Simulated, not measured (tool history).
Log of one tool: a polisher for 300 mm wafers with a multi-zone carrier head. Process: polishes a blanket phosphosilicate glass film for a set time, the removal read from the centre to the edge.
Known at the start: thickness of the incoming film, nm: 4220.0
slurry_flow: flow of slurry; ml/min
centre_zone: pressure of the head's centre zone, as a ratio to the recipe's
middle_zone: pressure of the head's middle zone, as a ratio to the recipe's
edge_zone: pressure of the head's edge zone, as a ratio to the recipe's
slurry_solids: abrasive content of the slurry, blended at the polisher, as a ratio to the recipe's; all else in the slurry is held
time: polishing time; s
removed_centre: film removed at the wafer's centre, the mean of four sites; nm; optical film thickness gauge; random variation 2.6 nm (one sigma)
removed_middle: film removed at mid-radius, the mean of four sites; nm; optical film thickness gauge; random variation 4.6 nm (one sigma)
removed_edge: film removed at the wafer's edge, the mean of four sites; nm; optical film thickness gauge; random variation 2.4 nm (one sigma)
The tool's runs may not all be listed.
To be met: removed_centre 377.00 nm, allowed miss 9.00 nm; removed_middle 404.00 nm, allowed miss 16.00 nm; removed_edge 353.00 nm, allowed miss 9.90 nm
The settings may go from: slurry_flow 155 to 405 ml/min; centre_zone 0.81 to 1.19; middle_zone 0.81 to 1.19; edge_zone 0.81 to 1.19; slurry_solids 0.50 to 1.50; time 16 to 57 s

run 1 day=0.000 | slurry_flow=260 centre_zone=1.00 middle_zone=1.00 edge_zone=1.00 slurry_solids=1.00 time=36 | removed_centre=444.61 removed_middle=432.89 removed_edge=438.51
run 2 day=0.204 | slurry_flow=260 centre_zone=1.04 middle_zone=1.00 edge_zone=1.00 slurry_solids=1.00 time=36 | removed_centre=465.15 removed_middle=434.58 removed_edge=437.54
run 3 day=0.329 | slurry_flow=260 centre_zone=1.04 middle_zone=1.00 edge_zone=1.07 slurry_solids=1.00 time=36 | removed_centre=464.65 removed_middle=431.52 removed_edge=455.20
run 4 day=0.675 | slurry_flow=260 centre_zone=1.04 middle_zone=1.00 edge_zone=1.07 slurry_solids=1.00 time=41 | removed_centre=533.55 removed_middle=492.94 removed_edge=516.73
run 5 day=0.708 | slurry_flow=320 centre_zone=1.04 middle_zone=1.00 edge_zone=1.07 slurry_solids=1.00 time=41 | removed_centre=538.71 removed_middle=495.36 removed_edge=521.93
run 6 day=1.079 | slurry_flow=320 centre_zone=1.04 middle_zone=1.00 edge_zone=1.07 slurry_solids=0.85 time=41 | removed_centre=496.12 removed_middle=459.14 removed_edge=481.45
run 7 day=1.154 | slurry_flow=320 centre_zone=1.03 middle_zone=1.01 edge_zone=1.04 slurry_solids=0.80 time=41 | removed_centre=469.67 removed_middle=450.83 removed_edge=456.78
run 8 day=1.375 | slurry_flow=320 centre_zone=1.02 middle_zone=1.01 edge_zone=1.01 slurry_solids=0.75 time=41 | removed_centre=449.25 removed_middle=428.03 removed_edge=436.04
run 9 day=1.725 | slurry_flow=320 centre_zone=1.01 middle_zone=1.03 edge_zone=0.98 slurry_solids=0.70 time=41 | removed_centre=424.87 removed_middle=418.83 removed_edge=407.60
run 10 day=1.925 | slurry_flow=320 centre_zone=1.00 middle_zone=1.04 edge_zone=0.95 slurry_solids=0.70 time=41 | removed_centre=423.74 removed_middle=419.16 removed_edge=404.50
run 11 day=2.204 | slurry_flow=320 centre_zone=1.00 middle_zone=1.04 edge_zone=0.95 slurry_solids=0.70 time=41 | removed_centre=423.09 removed_middle=423.62 removed_edge=401.11
run 12 day=2.421 | slurry_flow=320 centre_zone=1.00 middle_zone=1.04 edge_zone=0.95 slurry_solids=0.70 time=41 | removed_centre=427.87 removed_middle=429.74 removed_edge=405.21
run 13 day=2.712 | slurry_flow=320 centre_zone=0.99 middle_zone=1.04 edge_zone=0.93 slurry_solids=0.70 time=41 | removed_centre=424.33 removed_middle=422.85 removed_edge=397.18
run 14 day=2.817 | slurry_flow=320 centre_zone=0.98 middle_zone=1.04 edge_zone=0.91 slurry_solids=0.70 time=41 | removed_centre=411.74 removed_middle=425.47 removed_edge=389.11
run 15 day=3.004 | slurry_flow=250 centre_zone=0.96 middle_zone=1.00 edge_zone=0.81 slurry_solids=0.70 time=41 | removed_centre=394.14 removed_middle=388.71 removed_edge=369.62
run 16 day=3.062 | slurry_flow=255 centre_zone=0.96 middle_zone=1.01 edge_zone=0.81 slurry_solids=0.70 time=41 | removed_centre=391.31 removed_middle=404.61 removed_edge=364.94
run 17 day=3.312 | slurry_flow=255 centre_zone=0.96 middle_zone=1.03 edge_zone=0.81 slurry_solids=0.65 time=41 | removed_centre=373.73 removed_middle=389.92 removed_edge=348.49

4 next moves are on the table. One of them brings every result within its allowed miss. Which?
run A day=3.562 | slurry_flow=285 centre_zone=0.97 middle_zone=0.98 edge_zone=0.85 slurry_solids=0.55 time=44 | removed_centre=? removed_middle=? removed_edge=?
run B day=3.562 | slurry_flow=230 centre_zone=0.98 middle_zone=1.03 edge_zone=0.81 slurry_solids=0.50 time=49 | removed_centre=? removed_middle=? removed_edge=?
run C day=3.562 | slurry_flow=275 centre_zone=0.95 middle_zone=1.06 edge_zone=0.82 slurry_solids=0.65 time=41 | removed_centre=? removed_middle=? removed_edge=?
run D day=3.562 | slurry_flow=230 centre_zone=0.99 middle_zone=0.94 edge_zone=0.89 slurry_solids=0.55 time=45 | removed_centre=? removed_middle=? removed_edge=?

move=A removed_centre=362.76 removed_middle=359.97 removed_edge=337.51
move=B removed_centre=366.87 removed_middle=376.90 removed_edge=333.54
move=C removed_centre=373.87 removed_middle=404.51 removed_edge=349.19
move=D removed_centre=367.65 removed_middle=346.47 removed_edge=345.85
A: further off than the last run
B: further off than the last run
C: meets every target
D: further off than the last run
Answer: C
